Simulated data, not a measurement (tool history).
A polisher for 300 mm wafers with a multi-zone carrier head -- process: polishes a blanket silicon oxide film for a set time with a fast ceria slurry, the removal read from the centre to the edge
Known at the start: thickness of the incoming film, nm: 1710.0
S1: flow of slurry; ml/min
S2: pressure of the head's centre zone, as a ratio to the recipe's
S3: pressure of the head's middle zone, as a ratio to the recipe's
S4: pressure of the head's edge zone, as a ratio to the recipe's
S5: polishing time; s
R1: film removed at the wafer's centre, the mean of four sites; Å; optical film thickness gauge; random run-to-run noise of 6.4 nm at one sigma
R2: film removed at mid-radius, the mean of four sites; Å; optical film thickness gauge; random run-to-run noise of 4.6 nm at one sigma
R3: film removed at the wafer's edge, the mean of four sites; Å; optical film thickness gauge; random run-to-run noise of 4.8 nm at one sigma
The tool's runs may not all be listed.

run    day   S1    S2    S3    S4  S5      R1      R2      R3
  1  0.000  180  1.00  1.00  1.00  52  7325.5  7319.3  7435.3
  2  0.138  180  1.00  1.07  1.00  52  7424.4  7736.7  7327.2
  3  0.325  180  0.96  1.07  1.00  52  6922.2  7760.5  7406.3
  4  0.425  180  0.96  1.07  1.00  65  8736.6  9679.0  9165.5
  5  0.621  170  0.94  1.05  0.97  58  7669.9  8435.3  7926.9
  6  0.654  170  1.02  1.05  0.97  58  8247.1  8400.4  8085.7
  7  0.892  160  0.97  1.04  0.97  53  7176.3  7496.5  7353.9
  8  0.983  160  0.97  1.04  0.97  53  7177.9  7520.9  7327.8
  9  1.062  165  0.94  1.04  0.97  49  6259.6  6958.7  6719.8
 10  1.421  165  0.91  1.02  0.95  47  5957.3  6627.3  6535.9
 11  1.675  130  0.83  1.03  0.92  34  3642.7  4504.0  4430.5
 12  1.842  150  0.84  1.03  0.93  34  3877.3  4656.3  4533.0
 13  1.875  165  0.84  1.03  0.96  34  4023.3  4835.5  4737.7
 14  2.033  175  0.84  1.03  0.98  34  4059.1  4780.2  4784.4
 15  2.183  185  0.84  1.04  0.99  34  4038.3  4851.4  4782.4
 16  2.400  200  0.84  1.04  1.01  34  4067.6  4989.0  4991.2

The next listed run, before its measurement:
 17  2.554  210  0.85  1.04  1.01  34   ?   ?   ?

R1: 4231.4 Å
R2: 5063.2 Å
R3: 4998.3 Å

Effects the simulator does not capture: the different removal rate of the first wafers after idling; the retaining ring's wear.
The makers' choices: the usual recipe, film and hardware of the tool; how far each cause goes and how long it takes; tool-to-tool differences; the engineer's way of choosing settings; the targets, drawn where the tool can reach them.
